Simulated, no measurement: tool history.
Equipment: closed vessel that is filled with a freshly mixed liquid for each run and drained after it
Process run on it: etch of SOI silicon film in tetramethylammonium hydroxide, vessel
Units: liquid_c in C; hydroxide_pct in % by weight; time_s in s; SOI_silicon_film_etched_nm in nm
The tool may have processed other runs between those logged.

Run 1, day 0.000: liquid_c 74.0 C, hydroxide_pct 15.5 % by weight, time_s 95 s. Result: SOI_silicon_film_etched_nm 773.08 nm.
Run 2, day 0.250: liquid_c 71.0 C, hydroxide_pct 15.5 % by weight, time_s 95 s. Result: SOI_silicon_film_etched_nm 643.78 nm.
Run 3, day 0.446: liquid_c 72.0 C, hydroxide_pct 15.5 % by weight, time_s 95 s. Result: SOI_silicon_film_etched_nm 695.24 nm.
Run 4, day 0.567: liquid_c 73.0 C, hydroxide_pct 15.5 % by weight, time_s 95 s. Result: SOI_silicon_film_etched_nm 734.50 nm.
Run 5, day 0.767: liquid_c 73.5 C, hydroxide_pct 15.5 % by weight, time_s 95 s. Result: SOI_silicon_film_etched_nm 754.05 nm.
Run 6, day 0.900: liquid_c 73.5 C, hydroxide_pct 15.5 % by weight, time_s 95 s. Result: SOI_silicon_film_etched_nm 755.52 nm.

Run 7, settings as shown, results not yet in. Your forecast:
At day 0.946: hydroxide flow meter replaced.
Run 7, day 0.946: liquid_c 78.5 C, hydroxide_pct 15.5 % by weight, time_s 95 s. Result: SOI_silicon_film_etched_nm ?.

{"run 7": {"SOI_silicon_film_etched_nm": 1022.0}}
